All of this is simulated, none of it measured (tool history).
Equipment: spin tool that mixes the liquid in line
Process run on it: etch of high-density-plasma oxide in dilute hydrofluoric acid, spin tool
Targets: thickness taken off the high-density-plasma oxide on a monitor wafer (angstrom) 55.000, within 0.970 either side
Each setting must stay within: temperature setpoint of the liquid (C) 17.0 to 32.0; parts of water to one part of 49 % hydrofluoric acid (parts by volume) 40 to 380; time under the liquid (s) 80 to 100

run	hour	temperature setpoint of the liquid (C)	parts of water to one part of 49 % hydrofluoric acid (parts by volume)	time under the liquid (s)	thickness taken off the high-density-plasma oxide on a monitor wafer (angstrom)
1	0.0	24.0	210	100	26.132
2	6.9	21.0	210	100	23.289
3	15.4	24.5	185	100	31.462
4	19.1	21.5	185	100	27.818
5	22.5	21.5	185	80	22.256
6	27.8	23.5	185	80	24.075
7	34.5	26.0	150	80	34.029
8	42.9	28.0	135	80	41.075
9	49.7	29.0	130	80	45.139
10	52.0	30.0	125	80	48.966
11	53.4	30.5	125	80	49.347
12	60.7	31.0	125	80	51.023

Which of these 4 next moves meets every target?
A	68.0	31.0	155	100	?
B	68.0	30.0	130	80	?
C	68.0	31.0	130	80	?
D	68.0	32.0	120	80	?

move	thickness taken off the high-density-plasma oxide on a monitor wafer (angstrom)
A	48.870
B	46.686
C	48.390
D	55.175
A: its largest miss is bigger than the last run's
B: its largest miss is bigger than the last run's
C: its largest miss is bigger than the last run's
D: all results in spec
Correct choice: D, which meets every target
